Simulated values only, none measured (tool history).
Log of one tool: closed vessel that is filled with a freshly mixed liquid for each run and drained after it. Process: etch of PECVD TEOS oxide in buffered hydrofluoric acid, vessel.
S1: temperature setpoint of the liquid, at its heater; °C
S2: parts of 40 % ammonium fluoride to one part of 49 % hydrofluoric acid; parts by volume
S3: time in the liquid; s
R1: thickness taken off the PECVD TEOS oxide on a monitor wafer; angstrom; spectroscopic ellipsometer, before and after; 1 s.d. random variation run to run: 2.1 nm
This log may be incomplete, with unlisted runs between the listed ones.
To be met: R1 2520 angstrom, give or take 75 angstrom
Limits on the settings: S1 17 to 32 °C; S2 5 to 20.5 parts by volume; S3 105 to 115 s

Run 1, day 0: S1 25 °C, S2 12.5 parts by volume, S3 105 s. Result: R1 3296.2 angstrom.
Run 2, day 0.121: S1 25 °C, S2 12.5 parts by volume, S3 115 s. Result: R1 3622.3 angstrom.
Run 3, day 0.254: S1 25 °C, S2 11 parts by volume, S3 115 s. Result: R1 4095.9 angstrom.
Run 4, day 0.521: S1 28 °C, S2 11 parts by volume, S3 115 s. Result: R1 4747.2 angstrom.
Run 5, day 0.858: S1 28 °C, S2 8 parts by volume, S3 115 s. Result: R1 6432.4 angstrom.
Run 6, day 1.167: S1 26 °C, S2 9 parts by volume, S3 115 s. Result: R1 4993.4 angstrom.
Run 7, day 1.396: S1 22 °C, S2 9.5 parts by volume, S3 115 s. Result: R1 4007.6 angstrom.
Run 8, day 1.421: S1 21 °C, S2 10 parts by volume, S3 115 s. Result: R1 3648.7 angstrom.
Run 9, day 1.496: S1 20.5 °C, S2 10.5 parts by volume, S3 115 s. Result: R1 3329.4 angstrom.

Of the 4 settings listed for the next run, only one would bring every result within its allowed miss of target. Which one?
Run A, day 1.571: S1 19.5 °C, S2 12.5 parts by volume, S3 110 s. Result: R1 ?.
Run B, day 1.571: S1 23 °C, S2 8 parts by volume, S3 115 s. Result: R1 ?.
Run C, day 1.571: S1 24.5 °C, S2 8.5 parts by volume, S3 115 s. Result: R1 ?.
Run D, day 1.571: S1 22.5 °C, S2 7.5 parts by volume, S3 115 s. Result: R1 ?.

move      R1
   A    2518
   B  4826.6
   C  4905.3
   D  5035.4
A: in spec on every target
B: misses by more than the last run did
C: misses by more than the last run did
D: misses by more than the last run did
The move that meets every target is A.
